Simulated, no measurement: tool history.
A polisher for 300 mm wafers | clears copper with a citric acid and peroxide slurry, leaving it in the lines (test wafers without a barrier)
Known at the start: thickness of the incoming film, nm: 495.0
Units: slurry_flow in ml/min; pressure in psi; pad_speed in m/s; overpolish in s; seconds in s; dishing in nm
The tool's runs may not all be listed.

| run | day | slurry_flow | pressure | pad_speed | slurry_solids | overpolish | seconds | dishing |
|---|---|---|---|---|---|---|---|---|
| 1 | 0.000 | 245 | 3.8 | 1.06 | 1.00 | 10 | 147.37 | 22.716 |
| 2 | 0.362 | 245 | 3.9 | 1.06 | 1.00 | 10 | 144.51 | 22.735 |
| 3 | 0.425 | 245 | 3.9 | 0.84 | 1.00 | 10 | 179.98 | 18.114 |
| 4 | 0.667 | 245 | 3.3 | 0.84 | 1.00 | 10 | 203.05 | 17.128 |
| 5 | 0.854 | 245 | 3.6 | 0.84 | 1.00 | 10 | 191.77 | 17.818 |
| 6 | 1.133 | 245 | 3.6 | 0.84 | 0.85 | 10 | 200.36 | 17.896 |
| 7 | 1.371 | 245 | 3.9 | 0.84 | 0.85 | 10 | 189.26 | 18.046 |
| 8 | 1.550 | 245 | 4.2 | 0.84 | 0.85 | 10 | 181.68 | 18.704 |
| 9 | 1.833 | 245 | 4.5 | 0.84 | 0.85 | 10 | 168.99 | 18.879 |
| 10 | 1.996 | 245 | 4.5 | 0.84 | 0.85 | 10 | 171.93 | 20.159 |

Forecast run 11:
| 11 | 2.258 | 245 | 4.7 | 0.84 | 0.85 | 10 | ? | ? |

Run 11 gave seconds 167.37 s, dishing 19.809 nm.
